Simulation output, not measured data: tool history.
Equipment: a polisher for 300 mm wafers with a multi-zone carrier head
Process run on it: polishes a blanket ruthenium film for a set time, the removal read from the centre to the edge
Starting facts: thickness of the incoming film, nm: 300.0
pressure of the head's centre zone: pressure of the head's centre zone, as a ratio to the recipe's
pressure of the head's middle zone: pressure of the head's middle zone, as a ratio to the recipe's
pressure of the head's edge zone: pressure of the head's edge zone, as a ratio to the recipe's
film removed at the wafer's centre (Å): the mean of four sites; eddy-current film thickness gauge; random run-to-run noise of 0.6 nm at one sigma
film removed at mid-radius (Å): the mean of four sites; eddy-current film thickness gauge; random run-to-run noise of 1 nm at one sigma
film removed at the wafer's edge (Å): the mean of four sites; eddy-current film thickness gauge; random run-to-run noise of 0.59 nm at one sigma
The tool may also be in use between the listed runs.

| run | hour | flow of slurry (ml/min) | pressure of the head's centre zone | pressure of the head's middle zone | pressure of the head's edge zone | polishing time (s) | film removed at the wafer's centre (Å) | film removed at mid-radius (Å) | film removed at the wafer's edge (Å) |
|---|---|---|---|---|---|---|---|---|---|
| 1 | 0.0 | 160 | 1.00 | 1.00 | 1.00 | 76 | 688.16 | 681.90 | 667.31 |
| 2 | 5.9 | 160 | 1.00 | 0.96 | 1.00 | 76 | 678.44 | 635.97 | 660.21 |
| 3 | 14.4 | 160 | 1.00 | 0.89 | 1.00 | 76 | 683.28 | 610.37 | 664.24 |
| 4 | 15.9 | 190 | 1.00 | 0.89 | 1.00 | 76 | 707.13 | 628.27 | 666.78 |
| 5 | 23.0 | 190 | 1.00 | 0.91 | 1.03 | 78 | 720.40 | 644.36 | 692.03 |
| 6 | 28.2 | 190 | 0.96 | 0.91 | 1.03 | 78 | 693.60 | 653.47 | 692.44 |
| 7 | 33.9 | 190 | 0.97 | 0.93 | 1.05 | 80 | 712.06 | 674.75 | 721.25 |

For run 8, what comes out?
| 8 | 42.6 | 195 | 0.98 | 0.95 | 1.07 | 81 | ? | ? | ? |

{"run 8": {"film removed at the wafer's centre (Å)": 742.2, "film removed at mid-radius (Å)": 698.31, "film removed at the wafer's edge (Å)": 736.82}}

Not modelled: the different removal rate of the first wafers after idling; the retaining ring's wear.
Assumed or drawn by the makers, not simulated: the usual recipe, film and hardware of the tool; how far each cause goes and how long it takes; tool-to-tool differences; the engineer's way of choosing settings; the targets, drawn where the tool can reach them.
